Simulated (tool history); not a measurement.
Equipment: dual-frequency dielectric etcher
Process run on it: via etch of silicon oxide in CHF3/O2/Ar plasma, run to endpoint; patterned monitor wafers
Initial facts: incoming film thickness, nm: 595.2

| run | day | source power (W) | bias power (W) | endpoint time (s) |
|---|---|---|---|---|
| 1 | 0.000 | 850 | 156 | 261.36 |
| 2 | 0.038 | 950 | 156 | 247.01 |
| 3 | 0.129 | 860 | 156 | 264.15 |
| 4 | 0.312 | 890 | 158 | 254.82 |
| 5 | 0.379 | 890 | 143 | 264.71 |
| 6 | 0.712 | 920 | 145 | 256.97 |
| 7 | 0.862 | 950 | 147 | 251.83 |
| 8 | 1.121 | 970 | 148 | 248.31 |
| 9 | 1.179 | 990 | 149 | 248.58 |

Estimate the outcome of run 10 from the log above:
| 10 | 1.225 | 1010 | 151 | ? |

endpoint time (s): 242.48
